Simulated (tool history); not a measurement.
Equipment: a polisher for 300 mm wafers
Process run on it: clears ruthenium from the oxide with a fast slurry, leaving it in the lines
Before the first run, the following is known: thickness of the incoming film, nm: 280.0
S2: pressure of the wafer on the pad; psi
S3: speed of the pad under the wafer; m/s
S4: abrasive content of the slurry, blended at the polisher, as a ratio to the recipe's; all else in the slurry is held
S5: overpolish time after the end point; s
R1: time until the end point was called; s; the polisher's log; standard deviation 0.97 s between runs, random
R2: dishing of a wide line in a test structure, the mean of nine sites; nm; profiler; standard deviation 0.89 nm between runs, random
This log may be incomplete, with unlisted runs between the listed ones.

run 1 day=0 | flow_of_slurry_(ml/min)=215 S2=2.2 S3=1.02 S4=1 S5=16 | R1=105.21 R2=32.24
run 2 day=0.054 | flow_of_slurry_(ml/min)=215 S2=2.4 S3=1.02 S4=1 S5=17 | R1=97.962 R2=36.647
run 3 day=0.312 | flow_of_slurry_(ml/min)=215 S2=2.4 S3=1.02 S4=0.8 S5=17 | R1=105.69 R2=32.903
run 4 day=0.683 | flow_of_slurry_(ml/min)=215 S2=2.5 S3=1.04 S4=0.85 S5=18 | R1=95.713 R2=37.359
run 5 day=0.933 | flow_of_slurry_(ml/min)=215 S2=2.6 S3=1.04 S4=0.9 S5=19 | R1=91.446 R2=41.399
run 6 day=1.046 | flow_of_slurry_(ml/min)=215 S2=2.7 S3=1.04 S4=0.9 S5=20 | R1=89.259 R2=44.681
run 7 day=1.304 | flow_of_slurry_(ml/min)=215 S2=2.8 S3=1.04 S4=0.9 S5=21 | R1=85.879 R2=47.267
run 8 day=1.325 | flow_of_slurry_(ml/min)=215 S2=2.9 S3=1.04 S4=0.9 S5=22 | R1=81.762 R2=50.633
run 9 day=1.6 | flow_of_slurry_(ml/min)=215 S2=3 S3=1.04 S4=0.9 S5=23 | R1=79.689 R2=53.274

Run 10 is up next; what results do you expect?
run 10 day=1.854 | flow_of_slurry_(ml/min)=215 S2=3.5 S3=1.06 S4=0.9 S5=27 | R1=? R2=?

Run 10 gave R1 67.655 s, R2 68.291 nm.

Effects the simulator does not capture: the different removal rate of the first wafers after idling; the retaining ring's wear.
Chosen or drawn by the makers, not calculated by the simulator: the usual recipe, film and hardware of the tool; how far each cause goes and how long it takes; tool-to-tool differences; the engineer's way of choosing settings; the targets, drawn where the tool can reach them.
